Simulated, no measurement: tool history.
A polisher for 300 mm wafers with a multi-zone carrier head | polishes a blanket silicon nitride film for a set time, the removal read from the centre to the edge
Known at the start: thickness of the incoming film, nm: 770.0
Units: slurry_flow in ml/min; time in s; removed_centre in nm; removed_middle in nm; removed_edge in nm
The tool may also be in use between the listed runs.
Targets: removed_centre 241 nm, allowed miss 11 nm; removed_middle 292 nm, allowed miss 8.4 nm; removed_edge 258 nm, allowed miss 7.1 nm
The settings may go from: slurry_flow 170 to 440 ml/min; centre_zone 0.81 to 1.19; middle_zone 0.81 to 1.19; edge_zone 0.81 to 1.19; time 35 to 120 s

run	hour	slurry_flow	centre_zone	middle_zone	edge_zone	time	removed_centre	removed_middle	removed_edge
1	0	280	1	1	1	77	191.89	202.11	198.83
2	0.7	290	1	1.04	1.03	80	200.33	215.41	209.84
3	7.9	290	0.92	1.04	1.03	80	190.02	215.85	212.32
4	14	290	0.92	1.04	0.99	80	180.79	219.52	206.31
5	18.3	290	0.97	1.04	0.99	80	192.03	217.17	207.71
6	22.1	300	0.98	1.07	1	83	204.87	230.07	216.19
7	23.4	300	0.98	1.07	1	83	211.21	229.25	216.47
8	27.1	300	0.96	1.1	1	86	211.26	243.23	220.47

Which of these 5 next moves meets every target?
A	30.8	370	0.93	1.13	0.99	98	?	?	?
B	30.8	315	1.15	1.09	1.03	66	?	?	?
C	30.8	310	0.93	1.02	0.95	101	?	?	?
D	30.8	280	0.98	1.07	1.05	97	?	?	?
E	30.8	305	1.02	1.17	0.92	70	?	?	?

move	removed_centre	removed_middle	removed_edge
A	235.83	287.68	260.86
B	193.41	185.05	177.16
C	238.44	268.18	260.69
D	238.69	264.88	260.52
E	181.24	207.59	177.43
A: meets every target
B: further off than the last run
C: nearer than the last run, and not there yet
D: nearer than the last run, and not there yet
E: further off than the last run
Answer: A

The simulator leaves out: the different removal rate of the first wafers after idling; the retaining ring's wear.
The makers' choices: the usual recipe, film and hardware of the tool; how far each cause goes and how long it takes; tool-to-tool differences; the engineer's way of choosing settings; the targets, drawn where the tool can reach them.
